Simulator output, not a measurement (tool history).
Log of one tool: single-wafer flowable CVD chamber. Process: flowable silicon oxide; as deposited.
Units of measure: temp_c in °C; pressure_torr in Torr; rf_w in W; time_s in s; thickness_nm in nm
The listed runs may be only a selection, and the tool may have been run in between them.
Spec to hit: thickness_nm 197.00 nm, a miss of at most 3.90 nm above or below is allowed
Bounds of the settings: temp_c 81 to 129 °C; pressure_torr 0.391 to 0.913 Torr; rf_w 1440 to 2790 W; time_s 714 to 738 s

run 1 hour=0.0 | temp_c=105 pressure_torr=0.652 rf_w=2115 time_s=714 | thickness_nm=315.94
run 2 hour=1.5 | temp_c=106 pressure_torr=0.652 rf_w=2115 time_s=714 | thickness_nm=304.48
run 3 hour=9.8 | temp_c=106 pressure_torr=0.652 rf_w=2235 time_s=714 | thickness_nm=309.35
run 4 hour=10.6 | temp_c=107 pressure_torr=0.652 rf_w=2235 time_s=714 | thickness_nm=297.76
-- hour=14.6 thermocouple changed; heater temperature recalibrated
run 5 hour=14.6 | temp_c=107 pressure_torr=0.652 rf_w=2435 time_s=714 | thickness_nm=252.57
run 6 hour=23.8 | temp_c=96 pressure_torr=0.652 rf_w=2435 time_s=714 | thickness_nm=386.11
run 7 hour=32.9 | temp_c=98 pressure_torr=0.652 rf_w=2435 time_s=714 | thickness_nm=351.77
run 8 hour=38.0 | temp_c=100 pressure_torr=0.652 rf_w=2435 time_s=714 | thickness_nm=330.40
run 9 hour=45.4 | temp_c=112 pressure_torr=0.650 rf_w=2435 time_s=714 | thickness_nm=208.58

Next run, 4 choices. One meets every target within its allowed miss, the rest don't. Which?
run A hour=52.8 | temp_c=117 pressure_torr=0.719 rf_w=2580 time_s=714 | thickness_nm=?
run B hour=52.8 | temp_c=114 pressure_torr=0.666 rf_w=2425 time_s=730 | thickness_nm=?
run C hour=52.8 | temp_c=118 pressure_torr=0.683 rf_w=2485 time_s=738 | thickness_nm=?
run D hour=52.8 | temp_c=113 pressure_torr=0.596 rf_w=2590 time_s=714 | thickness_nm=?

move=A thickness_nm=195.13
move=B thickness_nm=203.43
move=C thickness_nm=184.16
move=D thickness_nm=187.02
A: all results in spec
B: closer than the last run, but not yet in spec
C: takes the result that was furthest off past its target
D: takes the result that was furthest off past its target
Answer: A

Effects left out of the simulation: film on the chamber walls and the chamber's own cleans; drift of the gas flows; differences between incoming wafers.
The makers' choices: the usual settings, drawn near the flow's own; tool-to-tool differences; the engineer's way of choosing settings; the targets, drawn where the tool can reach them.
